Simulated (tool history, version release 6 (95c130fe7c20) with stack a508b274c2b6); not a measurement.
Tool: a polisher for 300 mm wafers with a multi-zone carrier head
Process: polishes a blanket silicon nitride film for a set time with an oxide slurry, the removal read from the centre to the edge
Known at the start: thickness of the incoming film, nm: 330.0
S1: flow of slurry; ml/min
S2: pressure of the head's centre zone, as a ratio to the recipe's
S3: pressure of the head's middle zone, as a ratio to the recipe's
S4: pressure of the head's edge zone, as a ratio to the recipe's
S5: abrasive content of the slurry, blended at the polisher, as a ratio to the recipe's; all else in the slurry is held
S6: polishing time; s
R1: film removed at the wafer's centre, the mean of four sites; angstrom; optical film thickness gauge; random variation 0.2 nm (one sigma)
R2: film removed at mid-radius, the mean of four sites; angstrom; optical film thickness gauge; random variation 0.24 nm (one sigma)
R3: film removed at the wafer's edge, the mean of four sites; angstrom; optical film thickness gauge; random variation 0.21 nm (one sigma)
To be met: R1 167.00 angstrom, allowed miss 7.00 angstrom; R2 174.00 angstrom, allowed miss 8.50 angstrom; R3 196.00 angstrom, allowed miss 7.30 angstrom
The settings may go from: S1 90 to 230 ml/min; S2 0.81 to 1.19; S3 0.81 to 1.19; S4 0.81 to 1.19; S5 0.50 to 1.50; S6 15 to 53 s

run 1 hour=0.0 | S1=150 S2=1.00 S3=1.00 S4=1.00 S5=1.00 S6=34 | R1=276.66 R2=272.37 R3=260.94
run 2 hour=5.5 | S1=150 S2=1.00 S3=0.93 S4=1.00 S5=1.00 S6=34 | R1=272.00 R2=257.46 R3=264.66
run 3 hour=10.1 | S1=145 S2=0.97 S3=0.91 S4=0.99 S5=0.90 S6=34 | R1=255.54 R2=236.12 R3=248.39
run 4 hour=15.4 | S1=125 S2=0.97 S3=0.91 S4=0.99 S5=0.90 S6=34 | R1=244.77 R2=233.00 R3=242.74
run 5 hour=24.2 | S1=125 S2=0.97 S3=0.86 S4=0.99 S5=0.90 S6=34 | R1=247.61 R2=223.36 R3=248.44
run 6 hour=24.8 | S1=120 S2=0.94 S3=0.86 S4=1.00 S5=0.85 S6=34 | R1=229.01 R2=210.68 R3=235.72
run 7 hour=32.1 | S1=115 S2=0.91 S3=0.87 S4=1.01 S5=0.80 S6=34 | R1=214.21 R2=205.28 R3=232.29
run 8 hour=39.4 | S1=110 S2=0.89 S3=0.87 S4=1.00 S5=0.75 S6=34 | R1=203.82 R2=202.10 R3=223.28
run 9 hour=42.3 | S1=110 S2=0.88 S3=0.86 S4=1.00 S5=0.70 S6=34 | R1=194.70 R2=194.92 R3=217.97
run 10 hour=44.1 | S1=110 S2=0.87 S3=0.85 S4=0.99 S5=0.65 S6=34 | R1=186.96 R2=186.99 R3=211.77
run 11 hour=52.1 | S1=110 S2=0.86 S3=0.85 S4=0.98 S5=0.65 S6=34 | R1=185.06 R2=185.56 R3=209.39

Which of these 4 next moves meets every target?
run A hour=60.1 | S1=120 S2=0.93 S3=0.83 S4=0.84 S5=0.65 S6=32 | R1=? R2=? R3=?
run B hour=60.1 | S1=115 S2=0.94 S3=0.94 S4=0.94 S5=0.70 S6=30 | R1=? R2=? R3=?
run C hour=60.1 | S1=125 S2=1.11 S3=0.85 S4=0.92 S5=0.50 S6=36 | R1=? R2=? R3=?
run D hour=60.1 | S1=95 S2=0.81 S3=0.85 S4=0.97 S5=0.85 S6=30 | R1=? R2=? R3=?

move=A R1=190.50 R2=176.23 R3=190.39
move=B R1=182.95 R2=186.27 R3=189.43
move=C R1=223.61 R2=184.15 R3=200.94
move=D R1=164.80 R2=173.75 R3=198.41
A: further off than the last run
B: nearer than the last run, and not there yet
C: further off than the last run
D: meets every target
Answer: D
